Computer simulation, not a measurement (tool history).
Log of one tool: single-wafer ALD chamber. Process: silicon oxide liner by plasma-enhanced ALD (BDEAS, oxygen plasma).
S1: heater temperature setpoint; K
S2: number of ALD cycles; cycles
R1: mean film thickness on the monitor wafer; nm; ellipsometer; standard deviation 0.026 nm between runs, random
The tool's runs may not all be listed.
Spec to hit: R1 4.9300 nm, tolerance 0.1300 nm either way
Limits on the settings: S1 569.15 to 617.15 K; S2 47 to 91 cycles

Run 1, hour 0.0: S1 593.15 K, S2 69 cycles. Result: R1 6.5394 nm.
Run 2, hour 3.7: S1 593.15 K, S2 65 cycles. Result: R1 6.1377 nm.
Run 3, hour 7.6: S1 593.15 K, S2 62 cycles. Result: R1 5.8297 nm.
Run 4, hour 15.2: S1 593.15 K, S2 60 cycles. Result: R1 5.6657 nm.
Run 5, hour 20.1: S1 589.15 K, S2 60 cycles. Result: R1 5.6842 nm.
Run 6, hour 20.6: S1 581.15 K, S2 60 cycles. Result: R1 5.7487 nm.
Run 7, hour 21.7: S1 581.15 K, S2 58 cycles. Result: R1 5.6140 nm.
Run 8, hour 26.4: S1 581.15 K, S2 58 cycles. Result: R1 5.5918 nm.
Run 9, hour 27.0: S1 581.15 K, S2 56 cycles. Result: R1 5.3890 nm.
Run 10, hour 28.1: S1 582.15 K, S2 50 cycles. Result: R1 4.7940 nm.

Which of these 5 next moves meets every target?
Run A, hour 29.2: S1 586.15 K, S2 47 cycles. Result: R1 ?.
Run B, hour 29.2: S1 592.15 K, S2 49 cycles. Result: R1 ?.
Run C, hour 29.2: S1 584.15 K, S2 48 cycles. Result: R1 ?.
Run D, hour 29.2: S1 586.15 K, S2 52 cycles. Result: R1 ?.
Run E, hour 29.2: S1 591.15 K, S2 50 cycles. Result: R1 ?.

move      R1
   A  4.4880
   B  4.6438
   C  4.5950
   D  4.9654
   E  4.7445
A: further off than the last run
B: further off than the last run
C: further off than the last run
D: in spec on every target
E: further off than the last run
Move D is the one to make.
